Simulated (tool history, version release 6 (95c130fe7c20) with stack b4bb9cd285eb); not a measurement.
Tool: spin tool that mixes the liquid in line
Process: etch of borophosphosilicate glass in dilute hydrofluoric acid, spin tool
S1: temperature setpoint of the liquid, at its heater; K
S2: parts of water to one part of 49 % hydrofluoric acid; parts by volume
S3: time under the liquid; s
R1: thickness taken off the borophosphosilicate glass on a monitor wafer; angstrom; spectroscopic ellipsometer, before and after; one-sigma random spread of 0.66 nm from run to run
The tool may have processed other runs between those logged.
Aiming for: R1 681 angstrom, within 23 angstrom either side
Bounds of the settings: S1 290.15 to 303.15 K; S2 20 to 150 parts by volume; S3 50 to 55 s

run 1 hour=0 | S1=295.15 S2=85 S3=50 | R1=314.47
run 2 hour=8.3 | S1=295.15 S2=60 S3=50 | R1=456.3
run 3 hour=13.7 | S1=295.15 S2=60 S3=50 | R1=458.56
run 4 hour=19.5 | S1=295.15 S2=45 S3=50 | R1=616.74
run 5 hour=28.2 | S1=295.65 S2=45 S3=50 | R1=631.99
run 6 hour=32.2 | S1=295.65 S2=65 S3=50 | R1=430.82
run 7 hour=37.8 | S1=296.65 S2=60 S3=50 | R1=492.58
run 8 hour=40.3 | S1=297.65 S2=60 S3=50 | R1=514.18
run 9 hour=48.3 | S1=298.65 S2=60 S3=50 | R1=533.56
run 10 hour=49.5 | S1=302.65 S2=50 S3=50 | R1=760.38
run 11 hour=54.2 | S1=302.15 S2=50 S3=50 | R1=748

Below are 4 possible settings for the next run. Only one of them brings all results inside the allowed miss of their targets. Which is it?
run A hour=58.9 | S1=301.65 S2=50 S3=50 | R1=?
run B hour=58.9 | S1=299.65 S2=50 S3=50 | R1=?
run C hour=58.9 | S1=302.65 S2=50 S3=50 | R1=?
run D hour=58.9 | S1=303.15 S2=55 S3=55 | R1=?

move=A R1=735.94
move=B R1=679.32
move=C R1=765.64
move=D R1=774.88
A: moves toward the targets from the last run without getting all of them in spec
B: hits every target within its allowed miss
C: moves away from the targets compared with the last run
D: moves away from the targets compared with the last run
Correct choice: B, which meets every target

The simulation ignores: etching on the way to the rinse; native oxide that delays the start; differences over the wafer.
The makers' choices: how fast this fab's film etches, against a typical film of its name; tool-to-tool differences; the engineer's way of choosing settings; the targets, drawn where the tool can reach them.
